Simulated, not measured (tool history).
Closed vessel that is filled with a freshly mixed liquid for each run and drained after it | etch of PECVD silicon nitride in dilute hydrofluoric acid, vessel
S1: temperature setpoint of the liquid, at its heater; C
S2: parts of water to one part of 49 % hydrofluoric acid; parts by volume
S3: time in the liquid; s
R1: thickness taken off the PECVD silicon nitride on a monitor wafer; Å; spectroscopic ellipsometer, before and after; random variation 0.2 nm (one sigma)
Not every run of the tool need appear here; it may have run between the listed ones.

run  hour    S1  S2   S3      R1
  1     0    21  45  370  218.22
  2   4.3  18.5  45  370  183.22
  3   6.7  18.5  55  370  154.82
  4  10.1  18.5  65  370  126.98
  5    15    21  65  370  152.92
  6  18.3  22.5  65  370  168.95
  7  27.4    24  65  370  187.82
  8    35    25  65  370  202.87

Run 9, settings as shown, results not yet in. Your forecast:
  9  40.3  25.5  65  370   ?

For run 9 the tool returned R1 210.4 Å.

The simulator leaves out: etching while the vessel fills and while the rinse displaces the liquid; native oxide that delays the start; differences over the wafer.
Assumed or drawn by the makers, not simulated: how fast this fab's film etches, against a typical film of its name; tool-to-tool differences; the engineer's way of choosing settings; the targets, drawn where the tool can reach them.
